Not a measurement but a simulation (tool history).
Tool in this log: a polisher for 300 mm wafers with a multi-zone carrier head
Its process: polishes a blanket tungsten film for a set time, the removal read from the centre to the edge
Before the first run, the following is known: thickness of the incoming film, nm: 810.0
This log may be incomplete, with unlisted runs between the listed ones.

run	hour	flow of slurry (ml/min)	pressure of the head's centre zone	pressure of the head's middle zone	pressure of the head's edge zone	abrasive content of the slurry	polishing time (s)	film removed at the wafer's centre (angstrom)	film removed at mid-radius (angstrom)	film removed at the wafer's edge (angstrom)
1	0.0	250	1.00	1.00	1.00	1.00	46	3215.2	3387.5	3313.4
2	6.5	255	1.00	0.99	1.03	1.00	46	3404.4	3345.9	3375.4
3	7.5	250	0.97	0.98	1.05	1.05	46	3306.7	3379.2	3445.9
4	11.1	250	0.95	0.97	1.07	1.05	46	3160.4	3272.8	3449.0
5	12.0	250	0.95	0.97	1.11	1.05	46	3229.1	3313.8	3567.7
6	20.8	250	0.95	0.97	1.11	1.15	46	3277.4	3368.3	3688.8
7	25.5	250	0.95	0.97	1.12	1.15	46	3244.0	3421.3	3635.6
8	26.1	250	0.95	0.96	1.13	1.15	46	3324.6	3409.4	3678.2
9	30.5	250	0.95	0.95	1.14	1.15	46	3329.2	3412.8	3712.0
10	33.3	250	0.95	0.94	1.15	1.15	46	3271.5	3282.1	3731.2

What will run 11 give?
11	38.2	250	0.95	0.94	1.16	1.15	46	?	?	?

For run 11 the tool returned film removed at the wafer's centre (angstrom) 3294.4, film removed at mid-radius (angstrom) 3295.6, film removed at the wafer's edge (angstrom) 3786.7.

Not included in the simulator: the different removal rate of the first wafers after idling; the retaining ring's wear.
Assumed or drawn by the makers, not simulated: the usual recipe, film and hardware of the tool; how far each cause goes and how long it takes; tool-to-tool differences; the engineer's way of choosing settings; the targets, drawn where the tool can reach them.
